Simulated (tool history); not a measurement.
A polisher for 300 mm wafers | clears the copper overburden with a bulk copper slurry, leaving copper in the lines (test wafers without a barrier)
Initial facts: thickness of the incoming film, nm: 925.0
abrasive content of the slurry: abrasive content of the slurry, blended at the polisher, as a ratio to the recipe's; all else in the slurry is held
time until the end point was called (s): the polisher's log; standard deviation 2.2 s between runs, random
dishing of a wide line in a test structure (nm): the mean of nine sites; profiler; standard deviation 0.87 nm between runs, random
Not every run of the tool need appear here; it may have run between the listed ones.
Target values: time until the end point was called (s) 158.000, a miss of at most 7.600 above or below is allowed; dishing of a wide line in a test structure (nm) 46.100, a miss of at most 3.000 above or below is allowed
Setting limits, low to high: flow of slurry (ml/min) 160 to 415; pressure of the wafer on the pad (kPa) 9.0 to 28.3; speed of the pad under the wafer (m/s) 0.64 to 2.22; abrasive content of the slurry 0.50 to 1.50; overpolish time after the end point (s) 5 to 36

run,day,flow of slurry (ml/min),pressure of the wafer on the pad (kPa),speed of the pad under the wafer (m/s),abrasive content of the slurry,overpolish time after the end point (s),time until the end point was called (s),dishing of a wide line in a test structure (nm)
1,0.000,265,18.6,1.42,1.00,18,89.494,86.482
2,0.308,265,18.6,1.18,1.00,18,105.990,78.561
3,0.446,265,22.1,1.18,1.00,18,90.224,86.707
4,0.479,265,18.6,1.16,1.00,15,107.260,72.107
5,0.525,265,18.6,1.16,1.00,21,110.010,87.531
6,0.750,265,16.5,1.16,1.00,17,121.350,69.710
# day 0.829: slurry nozzle cleaned
7,0.829,265,16.5,1.16,1.00,17,119.030,72.206
8,1.054,265,14.5,1.16,1.00,14,136.630,56.339
9,1.292,265,13.8,1.16,1.00,13,142.040,51.349
10,1.392,265,13.1,1.16,1.00,13,149.280,47.933

4 candidate next runs follow, results not yet known. Just one meets every target within its allowed miss. Identify it.
A,1.492,225,13.1,1.46,0.65,12,?,?
B,1.492,255,14.5,0.90,0.95,14,?,?
C,1.492,285,13.1,0.92,1.10,11,?,?
D,1.492,295,15.2,1.00,0.85,12,?,?

move,time until the end point was called (s),dishing of a wide line in a test structure (nm)
A,141.040,49.656
B,176.430,47.749
C,179.650,38.649
D,155.940,46.894
A: further off than the last run
B: the result that was furthest off in the last run now lies on the other side of its target
C: the result that was furthest off in the last run now lies on the other side of its target
D: all results in spec
D is the move that brings every result within its allowed miss.
